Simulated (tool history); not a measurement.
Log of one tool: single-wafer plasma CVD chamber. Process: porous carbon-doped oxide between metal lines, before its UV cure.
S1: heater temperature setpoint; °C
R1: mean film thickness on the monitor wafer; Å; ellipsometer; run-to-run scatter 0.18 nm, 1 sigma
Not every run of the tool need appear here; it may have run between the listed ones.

run 1 hour=0.0 | S1=305 RF_power_(kW)=0.550 deposition_time_(s)=12.5 | R1=708.81
run 2 hour=6.0 | S1=305 RF_power_(kW)=0.550 deposition_time_(s)=11.9 | R1=676.82
run 3 hour=13.2 | S1=311 RF_power_(kW)=0.525 deposition_time_(s)=11.9 | R1=635.41
run 4 hour=20.5 | S1=316 RF_power_(kW)=0.510 deposition_time_(s)=11.9 | R1=600.91
run 5 hour=29.0 | S1=319 RF_power_(kW)=0.505 deposition_time_(s)=11.9 | R1=590.99
run 6 hour=30.4 | S1=311 RF_power_(kW)=0.505 deposition_time_(s)=11.9 | R1=616.13
run 7 hour=34.6 | S1=316 RF_power_(kW)=0.500 deposition_time_(s)=11.9 | R1=596.77
run 8 hour=40.5 | S1=319 RF_power_(kW)=0.495 deposition_time_(s)=11.9 | R1=581.97

Run 9, settings as shown, results not yet in. Your forecast:
run 9 hour=44.2 | S1=321 RF_power_(kW)=0.490 deposition_time_(s)=11.9 | R1=?

R1: 575.03 Å
